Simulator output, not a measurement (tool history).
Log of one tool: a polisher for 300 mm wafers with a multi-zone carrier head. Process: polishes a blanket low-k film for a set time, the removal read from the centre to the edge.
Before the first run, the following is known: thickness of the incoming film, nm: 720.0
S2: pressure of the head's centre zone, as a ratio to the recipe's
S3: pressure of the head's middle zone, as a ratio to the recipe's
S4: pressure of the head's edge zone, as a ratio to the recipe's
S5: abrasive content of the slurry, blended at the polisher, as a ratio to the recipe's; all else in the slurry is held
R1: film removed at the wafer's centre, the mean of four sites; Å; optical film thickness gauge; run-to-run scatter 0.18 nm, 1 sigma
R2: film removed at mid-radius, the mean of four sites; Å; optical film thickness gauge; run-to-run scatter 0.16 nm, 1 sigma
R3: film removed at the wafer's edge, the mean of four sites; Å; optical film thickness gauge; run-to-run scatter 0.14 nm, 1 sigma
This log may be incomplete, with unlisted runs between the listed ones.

{"run": 1, "hour": 0.0, "flow of slurry (ml/min)": 145, "S2": 1, "S3": 1, "S4": 1, "S5": 1, "polishing time (s)": 73, "R1": 146.62, "R2": 171.12, "R3": 170.42}
{"run": 2, "hour": 6.7, "flow of slurry (ml/min)": 145, "S2": 1, "S3": 0.96, "S4": 1, "S5": 1, "polishing time (s)": 73, "R1": 147.23, "R2": 170.5, "R3": 170.67}
{"run": 3, "hour": 8.6, "flow of slurry (ml/min)": 140, "S2": 1.02, "S3": 0.94, "S4": 1, "S5": 0.95, "polishing time (s)": 72, "R1": 145.4, "R2": 156.51, "R3": 164.13}
{"run": 4, "hour": 9.8, "flow of slurry (ml/min)": 140, "S2": 1.02, "S3": 0.93, "S4": 0.99, "S5": 0.9, "polishing time (s)": 72, "R1": 139.86, "R2": 152.05, "R3": 154.77}
{"run": 5, "hour": 11.6, "flow of slurry (ml/min)": 140, "S2": 1.02, "S3": 0.97, "S4": 0.99, "S5": 0.9, "polishing time (s)": 72, "R1": 140.04, "R2": 154.27, "R3": 157.2}
{"hour": 17.5, "done": "centre zone pressure recalibrated"}
{"run": 6, "hour": 17.5, "flow of slurry (ml/min)": 140, "S2": 1.08, "S3": 0.97, "S4": 0.99, "S5": 0.9, "polishing time (s)": 72, "R1": 167.67, "R2": 153.74, "R3": 158.11}

What will run 7 give?
{"run": 7, "hour": 26.4, "flow of slurry (ml/min)": 115, "S2": 1.03, "S3": 0.87, "S4": 0.91, "S5": 0.65, "polishing time (s)": 70, "R1": "?", "R2": "?", "R3": "?"}

{"run 7": {"R1": 114.33, "R2": 105, "R3": 112.83}}
